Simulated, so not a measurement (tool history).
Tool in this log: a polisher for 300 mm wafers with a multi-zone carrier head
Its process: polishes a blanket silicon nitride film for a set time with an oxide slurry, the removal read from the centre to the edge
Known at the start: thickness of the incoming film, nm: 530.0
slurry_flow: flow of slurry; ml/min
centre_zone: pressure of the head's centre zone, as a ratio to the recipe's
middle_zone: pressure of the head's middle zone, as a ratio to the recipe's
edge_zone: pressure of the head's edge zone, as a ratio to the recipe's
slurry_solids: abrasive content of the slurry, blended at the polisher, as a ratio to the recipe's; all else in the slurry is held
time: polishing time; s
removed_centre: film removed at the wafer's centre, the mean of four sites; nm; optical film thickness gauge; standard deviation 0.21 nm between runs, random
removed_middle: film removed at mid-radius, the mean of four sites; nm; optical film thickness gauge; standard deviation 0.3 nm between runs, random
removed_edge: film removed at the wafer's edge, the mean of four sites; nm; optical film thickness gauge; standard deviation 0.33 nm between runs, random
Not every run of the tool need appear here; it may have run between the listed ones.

run 1 hour=0.0 | slurry_flow=220 centre_zone=1.00 middle_zone=1.00 edge_zone=1.00 slurry_solids=1.00 time=82 | removed_centre=34.544 removed_middle=35.470 removed_edge=34.422
run 2 hour=6.5 | slurry_flow=220 centre_zone=1.00 middle_zone=1.00 edge_zone=1.00 slurry_solids=1.00 time=101 | removed_centre=42.539 removed_middle=43.685 removed_edge=42.585
run 3 hour=13.8 | slurry_flow=225 centre_zone=0.99 middle_zone=1.03 edge_zone=0.95 slurry_solids=0.85 time=96 | removed_centre=38.566 removed_middle=40.531 removed_edge=37.896
run 4 hour=17.3 | slurry_flow=230 centre_zone=0.98 middle_zone=1.06 edge_zone=0.91 slurry_solids=0.75 time=90 | removed_centre=34.269 removed_middle=37.852 removed_edge=33.856
run 5 hour=22.0 | slurry_flow=230 centre_zone=0.98 middle_zone=1.06 edge_zone=0.97 slurry_solids=0.75 time=90 | removed_centre=34.698 removed_middle=36.886 removed_edge=34.166
run 6 hour=29.2 | slurry_flow=230 centre_zone=0.98 middle_zone=1.08 edge_zone=0.93 slurry_solids=0.70 time=85 | removed_centre=31.896 removed_middle=35.970 removed_edge=31.358
-- hour=37.0 slurry nozzle cleaned
run 7 hour=37.0 | slurry_flow=220 centre_zone=1.01 middle_zone=1.05 edge_zone=0.83 slurry_solids=0.50 time=75 | removed_centre=26.644 removed_middle=28.561 removed_edge=23.778
run 8 hour=39.7 | slurry_flow=230 centre_zone=1.00 middle_zone=1.07 edge_zone=0.84 slurry_solids=0.50 time=75 | removed_centre=26.378 removed_middle=28.292 removed_edge=24.193
run 9 hour=40.8 | slurry_flow=215 centre_zone=0.99 middle_zone=1.17 edge_zone=0.82 slurry_solids=0.60 time=75 | removed_centre=27.832 removed_middle=32.109 removed_edge=24.676

Run 10 comes next. What will it give?
run 10 hour=49.0 | slurry_flow=210 centre_zone=0.98 middle_zone=1.16 edge_zone=0.83 slurry_solids=0.60 time=75 | removed_centre=? removed_middle=? removed_edge=?

Run 10 came out at removed_centre 27.084 nm, removed_middle 32.317 nm, removed_edge 25.306 nm.
